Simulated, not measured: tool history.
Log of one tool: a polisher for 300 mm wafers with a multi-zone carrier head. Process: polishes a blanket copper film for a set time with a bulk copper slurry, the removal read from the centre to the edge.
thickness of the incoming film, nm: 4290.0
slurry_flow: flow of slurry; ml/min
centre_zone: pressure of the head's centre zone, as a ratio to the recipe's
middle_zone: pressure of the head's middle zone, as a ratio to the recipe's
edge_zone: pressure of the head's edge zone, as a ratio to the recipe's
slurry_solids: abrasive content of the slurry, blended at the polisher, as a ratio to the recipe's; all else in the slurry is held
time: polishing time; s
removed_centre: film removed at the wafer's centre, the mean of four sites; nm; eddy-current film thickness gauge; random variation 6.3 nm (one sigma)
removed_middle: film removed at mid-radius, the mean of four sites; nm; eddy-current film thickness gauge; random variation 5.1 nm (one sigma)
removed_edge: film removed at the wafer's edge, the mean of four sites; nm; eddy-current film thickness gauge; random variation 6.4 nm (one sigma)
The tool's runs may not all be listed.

Run 1, day 0.000: slurry_flow 205 ml/min, centre_zone 1.00, middle_zone 1.00, edge_zone 1.00, slurry_solids 1.00, time 87 s. Result: removed_centre 805.29 nm, removed_middle 791.40 nm, removed_edge 802.93 nm.
Run 2, day 0.038: slurry_flow 205 ml/min, centre_zone 1.00, middle_zone 1.06, edge_zone 1.00, slurry_solids 1.00, time 87 s. Result: removed_centre 794.10 nm, removed_middle 826.55 nm, removed_edge 800.96 nm.
Run 3, day 0.146: slurry_flow 205 ml/min, centre_zone 1.00, middle_zone 1.06, edge_zone 0.92, slurry_solids 1.00, time 87 s. Result: removed_centre 795.89 nm, removed_middle 838.39 nm, removed_edge 790.04 nm.
Run 4, day 0.512: slurry_flow 190 ml/min, centre_zone 0.99, middle_zone 0.98, edge_zone 0.94, slurry_solids 0.95, time 87 s. Result: removed_centre 772.62 nm, removed_middle 740.73 nm, removed_edge 772.58 nm.
Run 5, day 0.850: slurry_flow 190 ml/min, centre_zone 0.99, middle_zone 0.98, edge_zone 0.94, slurry_solids 0.95, time 98 s. Result: removed_centre 868.79 nm, removed_middle 855.62 nm, removed_edge 873.24 nm.
Run 6, day 1.217: slurry_flow 190 ml/min, centre_zone 0.99, middle_zone 0.98, edge_zone 1.01, slurry_solids 0.95, time 98 s. Result: removed_centre 878.24 nm, removed_middle 853.39 nm, removed_edge 890.94 nm.

Forecast run 7:
Run 7, day 1.350: slurry_flow 180 ml/min, centre_zone 0.98, middle_zone 0.94, edge_zone 0.98, slurry_solids 0.80, time 97 s. Result: removed_centre ?, removed_middle ?, removed_edge ?.

removed_centre: 814.49 nm
removed_middle: 766.18 nm
removed_edge: 830.34 nm

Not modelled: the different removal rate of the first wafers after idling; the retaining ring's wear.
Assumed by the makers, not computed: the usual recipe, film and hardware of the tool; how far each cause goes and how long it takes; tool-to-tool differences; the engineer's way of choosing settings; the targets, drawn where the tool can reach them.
